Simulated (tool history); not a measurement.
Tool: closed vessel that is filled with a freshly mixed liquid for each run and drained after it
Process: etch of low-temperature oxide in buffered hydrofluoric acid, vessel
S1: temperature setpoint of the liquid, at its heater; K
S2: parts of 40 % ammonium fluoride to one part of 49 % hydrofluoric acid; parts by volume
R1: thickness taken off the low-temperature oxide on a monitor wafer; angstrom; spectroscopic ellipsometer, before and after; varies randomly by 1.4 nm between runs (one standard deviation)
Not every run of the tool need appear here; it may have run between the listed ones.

run 1 hour=0 | S1=297.15 S2=19.5 time_in_the_liquid_(s)=35 | R1=1003.1
run 2 hour=1.2 | S1=300.15 S2=19.5 time_in_the_liquid_(s)=35 | R1=1190.6
run 3 hour=8.8 | S1=300.15 S2=19.5 time_in_the_liquid_(s)=35 | R1=1197.3
run 4 hour=12.7 | S1=300.15 S2=25 time_in_the_liquid_(s)=35 | R1=998.09
run 5 hour=14.7 | S1=300.15 S2=25 time_in_the_liquid_(s)=30 | R1=845.7
run 6 hour=22.9 | S1=300.15 S2=29 time_in_the_liquid_(s)=30 | R1=763.97
run 7 hour=30.4 | S1=301.65 S2=22 time_in_the_liquid_(s)=30 | R1=1004.1
run 8 hour=32.4 | S1=305.15 S2=15.5 time_in_the_liquid_(s)=35 | R1=1938.8
run 9 hour=33.5 | S1=305.15 S2=13.5 time_in_the_liquid_(s)=35 | R1=2228.1
run 10 hour=36.4 | S1=305.15 S2=13.5 time_in_the_liquid_(s)=35 | R1=2226.9

What does the tool deliver on the next run?
run 11 hour=37.6 | S1=305.15 S2=9 time_in_the_liquid_(s)=35 | R1=?

R1: 3190.2 angstrom
